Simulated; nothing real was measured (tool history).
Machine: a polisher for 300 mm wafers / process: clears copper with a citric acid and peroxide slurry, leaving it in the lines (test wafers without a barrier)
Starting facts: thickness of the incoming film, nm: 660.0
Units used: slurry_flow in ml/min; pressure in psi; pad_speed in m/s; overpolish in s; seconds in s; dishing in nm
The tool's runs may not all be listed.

run	day	slurry_flow	pressure	pad_speed	slurry_solids	overpolish	seconds	dishing
1	0	135	3.9	1.42	1	8	175.26	26.096
2	0.171	135	3.4	1.42	1	8	198.14	23.147
3	0.275	135	3.4	1.42	1	12	197.28	33.014
4	0.45	135	3.4	1.42	1.1	12	189.52	32.787
5	0.617	135	3.4	1.76	1.1	12	157.66	41.631
6	0.879	135	3.4	1.76	1	12	157.35	39.199

Run 7, settings as shown, results not yet in. Your forecast:
7	1.054	135	3.4	1.76	1	12	?	?

seconds: 160.76 s
dishing: 39.125 nm

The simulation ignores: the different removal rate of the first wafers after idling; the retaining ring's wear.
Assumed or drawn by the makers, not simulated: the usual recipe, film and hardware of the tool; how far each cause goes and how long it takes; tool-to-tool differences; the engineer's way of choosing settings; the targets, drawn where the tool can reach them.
